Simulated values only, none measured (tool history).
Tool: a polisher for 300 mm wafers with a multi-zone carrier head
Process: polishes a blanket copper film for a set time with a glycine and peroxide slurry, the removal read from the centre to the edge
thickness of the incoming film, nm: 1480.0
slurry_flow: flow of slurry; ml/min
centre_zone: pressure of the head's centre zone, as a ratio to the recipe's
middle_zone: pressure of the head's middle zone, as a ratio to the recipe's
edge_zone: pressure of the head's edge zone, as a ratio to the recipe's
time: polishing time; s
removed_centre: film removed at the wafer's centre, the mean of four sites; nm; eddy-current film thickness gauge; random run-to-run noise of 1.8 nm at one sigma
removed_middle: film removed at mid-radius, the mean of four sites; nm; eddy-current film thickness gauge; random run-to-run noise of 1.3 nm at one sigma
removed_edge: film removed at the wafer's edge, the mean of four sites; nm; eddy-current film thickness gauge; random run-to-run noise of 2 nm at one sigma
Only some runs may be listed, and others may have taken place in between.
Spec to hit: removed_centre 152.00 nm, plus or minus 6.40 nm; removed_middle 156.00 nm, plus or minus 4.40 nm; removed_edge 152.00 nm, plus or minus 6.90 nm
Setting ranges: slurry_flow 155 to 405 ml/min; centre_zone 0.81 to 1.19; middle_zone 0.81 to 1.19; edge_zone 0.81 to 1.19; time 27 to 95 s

run,hour,slurry_flow,centre_zone,middle_zone,edge_zone,time,removed_centre,removed_middle,removed_edge
1,0.0,260,1.00,1.00,1.00,61,233.87,231.21,229.69
2,6.2,230,1.00,1.00,1.00,61,229.60,221.16,219.61
3,14.0,210,0.96,0.98,0.96,56,200.69,200.70,201.60
4,14.5,210,0.96,0.94,0.96,56,198.48,197.15,203.19
# hour 21.6: worn pad replaced by a new one
5,21.6,200,0.96,0.95,0.94,51,191.10,189.75,196.50
6,24.1,190,0.97,1.00,0.96,44,165.35,167.49,167.65
7,30.8,185,0.97,1.01,0.96,43,162.02,165.45,162.57
8,33.0,180,0.97,1.02,0.96,42,155.67,161.35,160.36

Of the 4 settings listed for the next run, only one would bring every result within its allowed miss of target. Which one?
A,35.2,155,0.93,1.01,0.97,46,?,?,?
B,35.2,155,0.84,0.92,1.04,47,?,?,?
C,35.2,155,0.97,0.96,1.10,44,?,?,?
D,35.2,180,0.96,1.00,0.92,41,?,?,?

move,removed_centre,removed_middle,removed_edge
A,157.87,170.48,169.67
B,149.13,161.10,179.35
C,155.98,156.18,172.44
D,149.47,155.56,151.11
A: lands further from the targets than the last run did
B: lands further from the targets than the last run did
C: gets the furthest-off result to its target, but another result is out of tolerance
D: all results in spec
Correct choice: D, which meets every target

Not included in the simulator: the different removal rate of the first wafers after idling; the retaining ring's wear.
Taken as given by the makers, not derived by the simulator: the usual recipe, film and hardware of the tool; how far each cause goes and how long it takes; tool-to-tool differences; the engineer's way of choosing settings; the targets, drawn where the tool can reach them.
